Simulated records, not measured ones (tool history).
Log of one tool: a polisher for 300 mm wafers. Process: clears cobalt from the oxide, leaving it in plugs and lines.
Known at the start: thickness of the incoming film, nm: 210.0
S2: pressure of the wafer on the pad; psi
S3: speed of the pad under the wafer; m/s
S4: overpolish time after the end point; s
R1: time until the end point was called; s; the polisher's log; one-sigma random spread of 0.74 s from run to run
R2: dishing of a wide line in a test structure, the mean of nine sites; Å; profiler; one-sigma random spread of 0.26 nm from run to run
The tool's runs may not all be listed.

Run 1, day 0.000: flow of slurry (ml/min) 185, S2 1.9 psi, S3 1.24 m/s, S4 15 s. Result: R1 43.524 s, R2 465.52 Å.
Run 2, day 0.104: flow of slurry (ml/min) 225, S2 1.9 psi, S3 1.24 m/s, S4 15 s. Result: R1 41.990 s, R2 469.10 Å.
Run 3, day 0.362: flow of slurry (ml/min) 205, S2 1.9 psi, S3 1.24 m/s, S4 15 s. Result: R1 42.558 s, R2 455.76 Å.
Run 4, day 0.629: flow of slurry (ml/min) 230, S2 1.6 psi, S3 1.20 m/s, S4 11 s. Result: R1 51.358 s, R2 347.51 Å.
Run 5, day 0.733: flow of slurry (ml/min) 250, S2 1.4 psi, S3 1.20 m/s, S4 9 s. Result: R1 57.781 s, R2 279.66 Å.
Run 6, day 0.858: flow of slurry (ml/min) 250, S2 1.4 psi, S3 0.90 m/s, S4 9 s. Result: R1 72.550 s, R2 233.60 Å.
Run 7, day 0.900: flow of slurry (ml/min) 260, S2 2.0 psi, S3 0.56 m/s, S4 4 s. Result: R1 70.424 s, R2 123.45 Å.
Run 8, day 0.946: flow of slurry (ml/min) 255, S2 2.0 psi, S3 0.58 m/s, S4 5 s. Result: R1 69.446 s, R2 145.58 Å.
Run 9, day 0.971: flow of slurry (ml/min) 250, S2 2.0 psi, S3 0.58 m/s, S4 5 s. Result: R1 70.924 s, R2 142.43 Å.
Run 10, day 1.246: flow of slurry (ml/min) 250, S2 2.0 psi, S3 0.60 m/s, S4 6 s. Result: R1 68.820 s, R2 173.37 Å.
Run 11, day 1.379: flow of slurry (ml/min) 260, S2 2.0 psi, S3 0.60 m/s, S4 6 s. Result: R1 67.293 s, R2 180.90 Å.
Run 12, day 1.629: flow of slurry (ml/min) 255, S2 2.0 psi, S3 0.60 m/s, S4 6 s. Result: R1 68.275 s, R2 182.81 Å.
Run 13, day 1.862: flow of slurry (ml/min) 290, S2 1.9 psi, S3 0.60 m/s, S4 4 s. Result: R1 70.157 s, R2 121.35 Å.
Run 14, day 1.979: flow of slurry (ml/min) 275, S2 1.9 psi, S3 0.60 m/s, S4 4 s. Result: R1 70.434 s, R2 119.97 Å.
Run 15, day 2.271: flow of slurry (ml/min) 260, S2 2.0 psi, S3 0.60 m/s, S4 4 s. Result: R1 67.546 s, R2 127.74 Å.
Run 16, day 2.538: flow of slurry (ml/min) 235, S2 2.1 psi, S3 0.60 m/s, S4 9 s. Result: R1 65.201 s, R2 264.94 Å.
Run 17, day 2.821: flow of slurry (ml/min) 245, S2 2.0 psi, S3 0.62 m/s, S4 8 s. Result: R1 66.738 s, R2 228.12 Å.
Run 18, day 3.175: flow of slurry (ml/min) 255, S2 2.0 psi, S3 0.64 m/s, S4 7 s. Result: R1 64.435 s, R2 208.10 Å.

Run 19 has not been measured yet. What should we expect?
Run 19, day 3.375: flow of slurry (ml/min) 245, S2 2.0 psi, S3 0.66 m/s, S4 6 s. Result: R1 ?, R2 ?.

Run 19 came out at R1 63.494 s, R2 179.55 Å.
